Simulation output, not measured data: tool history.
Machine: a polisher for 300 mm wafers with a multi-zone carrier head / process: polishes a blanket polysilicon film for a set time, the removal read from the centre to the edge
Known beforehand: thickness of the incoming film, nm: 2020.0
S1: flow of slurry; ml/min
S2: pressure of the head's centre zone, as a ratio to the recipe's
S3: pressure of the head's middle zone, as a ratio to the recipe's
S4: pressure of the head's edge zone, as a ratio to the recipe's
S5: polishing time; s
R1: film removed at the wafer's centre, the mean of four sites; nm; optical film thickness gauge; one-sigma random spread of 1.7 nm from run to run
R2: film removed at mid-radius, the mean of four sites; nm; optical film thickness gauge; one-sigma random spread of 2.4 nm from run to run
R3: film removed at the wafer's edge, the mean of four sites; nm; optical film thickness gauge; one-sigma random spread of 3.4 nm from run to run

run 1 hour=0.0 | S1=265 S2=1.00 S3=1.00 S4=1.00 S5=61 | R1=274.22 R2=275.65 R3=277.41
run 2 hour=6.9 | S1=255 S2=0.95 S3=0.98 S4=0.97 S5=58 | R1=247.64 R2=256.73 R3=261.17
run 3 hour=15.7 | S1=250 S2=0.91 S3=0.97 S4=0.94 S5=56 | R1=230.08 R2=244.60 R3=244.72
run 4 hour=23.8 | S1=240 S2=0.88 S3=0.96 S4=0.93 S5=55 | R1=217.53 R2=233.09 R3=235.65
run 5 hour=31.6 | S1=230 S2=0.86 S3=0.96 S4=0.93 S5=55 | R1=211.99 R2=233.90 R3=236.01
run 6 hour=33.4 | S1=230 S2=0.86 S3=0.96 S4=0.93 S5=61 | R1=236.97 R2=261.44 R3=259.47
run 7 hour=38.8 | S1=225 S2=0.84 S3=0.96 S4=0.93 S5=59 | R1=226.62 R2=253.87 R3=250.38

What does the tool deliver on the next run?
run 8 hour=42.0 | S1=200 S2=0.81 S3=0.95 S4=0.95 S5=52 | R1=? R2=? R3=?

Run 8 produced R1 189.50 nm, R2 216.88 nm, R3 221.26 nm.
